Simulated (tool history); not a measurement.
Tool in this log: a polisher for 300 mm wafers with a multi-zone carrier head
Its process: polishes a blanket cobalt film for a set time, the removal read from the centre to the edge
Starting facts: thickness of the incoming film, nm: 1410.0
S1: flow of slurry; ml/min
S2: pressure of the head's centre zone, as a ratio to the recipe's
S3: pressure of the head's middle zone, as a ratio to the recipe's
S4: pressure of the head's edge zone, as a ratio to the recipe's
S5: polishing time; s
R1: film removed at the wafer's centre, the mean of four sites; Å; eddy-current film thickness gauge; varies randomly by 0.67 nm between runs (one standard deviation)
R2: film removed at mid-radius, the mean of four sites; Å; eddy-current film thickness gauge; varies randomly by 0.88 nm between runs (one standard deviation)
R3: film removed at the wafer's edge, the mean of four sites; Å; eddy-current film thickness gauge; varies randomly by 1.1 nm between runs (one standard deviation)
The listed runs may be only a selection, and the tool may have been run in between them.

Run 1, hour 0: S1 200 ml/min, S2 1, S3 1, S4 1, S5 34 s. Result: R1 1493.2 Å, R2 1438.3 Å, R3 1419 Å.
Run 2, hour 7.9: S1 200 ml/min, S2 1, S3 1, S4 1, S5 40 s. Result: R1 1752.5 Å, R2 1710.2 Å, R3 1653.3 Å.
Run 3, hour 11.4: S1 200 ml/min, S2 1.06, S3 1, S4 1, S5 40 s. Result: R1 1855.2 Å, R2 1699.6 Å, R3 1662.4 Å.
Run 4, hour 15.2: S1 195 ml/min, S2 1.04, S3 0.98, S4 0.97, S5 37 s. Result: R1 1662.4 Å, R2 1545.9 Å, R3 1479.5 Å.
Run 5, hour 19.1: S1 190 ml/min, S2 1.02, S3 0.95, S4 0.96, S5 34 s. Result: R1 1509.2 Å, R2 1374.6 Å, R3 1386.5 Å.
Run 6, hour 20: S1 190 ml/min, S2 1.02, S3 0.95, S4 1, S5 34 s. Result: R1 1505.3 Å, R2 1402 Å, R3 1392.3 Å.
Run 7, hour 26.4: S1 185 ml/min, S2 1.01, S3 0.94, S4 0.98, S5 32 s. Result: R1 1410 Å, R2 1282.6 Å, R3 1293.3 Å.

Forecast run 8:
Run 8, hour 30.8: S1 175 ml/min, S2 0.99, S3 0.93, S4 0.96, S5 30 s. Result: R1 ?, R2 ?, R3 ?.

Run 8 came out at R1 1267.8 Å, R2 1201.6 Å, R3 1181.9 Å.

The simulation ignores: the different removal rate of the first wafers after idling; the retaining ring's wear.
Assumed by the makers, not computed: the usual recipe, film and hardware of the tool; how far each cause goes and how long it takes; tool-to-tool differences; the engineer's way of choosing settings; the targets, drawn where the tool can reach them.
